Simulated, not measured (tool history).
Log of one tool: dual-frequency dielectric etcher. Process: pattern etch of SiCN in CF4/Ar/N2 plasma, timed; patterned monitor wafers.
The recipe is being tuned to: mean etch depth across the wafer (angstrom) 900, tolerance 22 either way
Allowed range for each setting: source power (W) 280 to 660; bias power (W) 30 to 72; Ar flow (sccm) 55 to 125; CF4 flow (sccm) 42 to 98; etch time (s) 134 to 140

| run | day | source power (W) | bias power (W) | Ar flow (sccm) | CF4 flow (sccm) | etch time (s) | mean etch depth across the wafer (angstrom) |
|---|---|---|---|---|---|---|---|
| 1 | 0 | 470 | 51 | 90 | 70 | 134 | 1144.8 |
| 2 | 0.267 | 470 | 44 | 90 | 70 | 134 | 1082.5 |
| 3 | 0.529 | 470 | 44 | 90 | 75 | 134 | 1106.2 |
| 4 | 0.779 | 470 | 44 | 90 | 75 | 140 | 1151.1 |
| 5 | 0.954 | 430 | 44 | 90 | 75 | 140 | 1037.5 |
| 6 | 1.242 | 430 | 44 | 100 | 75 | 140 | 1010.6 |
| 7 | 1.475 | 360 | 43 | 100 | 75 | 140 | 819.26 |
| 8 | 1.517 | 370 | 43 | 100 | 75 | 140 | 843.48 |
| 9 | 1.754 | 380 | 43 | 100 | 75 | 140 | 867.29 |

5 candidate next runs follow, results not yet known. Just one meets every target within its allowed miss. Identify it.
| A | 1.992 | 370 | 45 | 94 | 89 | 140 | ? |
| B | 1.992 | 350 | 58 | 99 | 68 | 134 | ? |
| C | 1.992 | 370 | 41 | 102 | 80 | 140 | ? |
| D | 1.992 | 380 | 39 | 91 | 85 | 134 | ? |
| E | 1.992 | 360 | 49 | 89 | 69 | 134 | ? |

| move | mean etch depth across the wafer (angstrom) |
|---|---|
| A | 902.28 |
| B | 847.23 |
| C | 839.23 |
| D | 845.89 |
| E | 842.78 |
A: every result within its allowed miss
B: the biggest miss grows against the last run
C: the biggest miss grows against the last run
D: the biggest miss grows against the last run
E: the biggest miss grows against the last run
The move that meets every target is A.
